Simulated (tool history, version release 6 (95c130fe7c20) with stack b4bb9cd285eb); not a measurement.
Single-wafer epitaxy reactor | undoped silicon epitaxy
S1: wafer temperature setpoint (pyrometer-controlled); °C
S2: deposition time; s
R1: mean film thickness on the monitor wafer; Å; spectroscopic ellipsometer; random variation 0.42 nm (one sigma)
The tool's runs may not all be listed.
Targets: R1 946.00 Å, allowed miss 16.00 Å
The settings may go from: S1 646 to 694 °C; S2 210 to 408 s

run 1 hour=0.0 | S1=670 S2=309 | R1=776.37
run 2 hour=2.0 | S1=671 S2=309 | R1=788.22
run 3 hour=4.5 | S1=671 S2=265 | R1=677.27
run 4 hour=10.5 | S1=673 S2=265 | R1=707.84
run 5 hour=12.0 | S1=673 S2=237 | R1=635.22
run 6 hour=19.4 | S1=675 S2=237 | R1=662.83
run 7 hour=26.4 | S1=677 S2=237 | R1=691.41
run 8 hour=35.4 | S1=679 S2=237 | R1=718.87
run 9 hour=37.5 | S1=681 S2=237 | R1=747.80
run 10 hour=45.8 | S1=682 S2=237 | R1=770.21
run 11 hour=51.9 | S1=683 S2=237 | R1=773.60

Which of these 4 next moves meets every target?
run A hour=58.0 | S1=690 S2=248 | R1=?
run B hour=58.0 | S1=676 S2=323 | R1=?
run C hour=58.0 | S1=689 S2=244 | R1=?
run D hour=58.0 | S1=689 S2=242 | R1=?

move=A R1=942.49
move=B R1=919.03
move=C R1=908.58
move=D R1=901.13
A: meets every target
B: nearer than the last run, and not there yet
C: nearer than the last run, and not there yet
D: nearer than the last run, and not there yet
Answer: A
